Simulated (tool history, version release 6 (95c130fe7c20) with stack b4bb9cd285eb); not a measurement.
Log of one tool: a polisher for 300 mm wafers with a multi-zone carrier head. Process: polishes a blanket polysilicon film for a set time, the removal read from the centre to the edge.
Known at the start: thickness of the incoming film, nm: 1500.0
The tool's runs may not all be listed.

| run | hour | flow of slurry (ml/min) | pressure of the head's centre zone | pressure of the head's middle zone | pressure of the head's edge zone | polishing time (s) | film removed at the wafer's centre (nm) | film removed at mid-radius (nm) | film removed at the wafer's edge (nm) |
|---|---|---|---|---|---|---|---|---|---|
| 1 | 0 | 195 | 1 | 1 | 1 | 51 | 459.1 | 456.5 | 447.53 |
| 2 | 6.6 | 195 | 1 | 1 | 1 | 61 | 539.17 | 547.68 | 544.97 |
| 3 | 14.7 | 195 | 1 | 1 | 1 | 51 | 462.24 | 455.06 | 451.71 |
| 4 | 22.9 | 195 | 1.07 | 1 | 1 | 51 | 487.71 | 453.6 | 450.02 |
| 5 | 23.8 | 195 | 1.15 | 1 | 1 | 51 | 522.71 | 455.12 | 455.86 |
| 6 | 31.5 | 200 | 1.14 | 1.02 | 1.02 | 51 | 511.51 | 472.65 | 459.07 |
| 7 | 36.7 | 205 | 1.14 | 1.03 | 1.04 | 51 | 527.14 | 475.07 | 453.71 |
| 8 | 41.3 | 200 | 1.12 | 1.03 | 1.04 | 52 | 526.91 | 478.79 | 470.52 |
| 9 | 46.5 | 200 | 1.1 | 1.04 | 1.05 | 53 | 515.24 | 490.01 | 477.78 |
| 10 | 47.4 | 205 | 1.09 | 1.05 | 1.06 | 54 | 537.28 | 507.2 | 495.21 |
| 11 | 52.8 | 210 | 1.08 | 1.06 | 1.07 | 54 | 526.83 | 503.83 | 497.36 |
| 12 | 53.4 | 215 | 1.07 | 1.08 | 1.08 | 54 | 529.13 | 523.35 | 496.95 |
| 13 | 60.5 | 220 | 1.06 | 1.09 | 1.09 | 54 | 529.62 | 536.22 | 508.36 |

Forecast run 14:
| 14 | 64.4 | 225 | 1.06 | 1.09 | 1.09 | 54 | ? | ? | ? |

film removed at the wafer's centre (nm): 526.11
film removed at mid-radius (nm): 525.26
film removed at the wafer's edge (nm): 502.79

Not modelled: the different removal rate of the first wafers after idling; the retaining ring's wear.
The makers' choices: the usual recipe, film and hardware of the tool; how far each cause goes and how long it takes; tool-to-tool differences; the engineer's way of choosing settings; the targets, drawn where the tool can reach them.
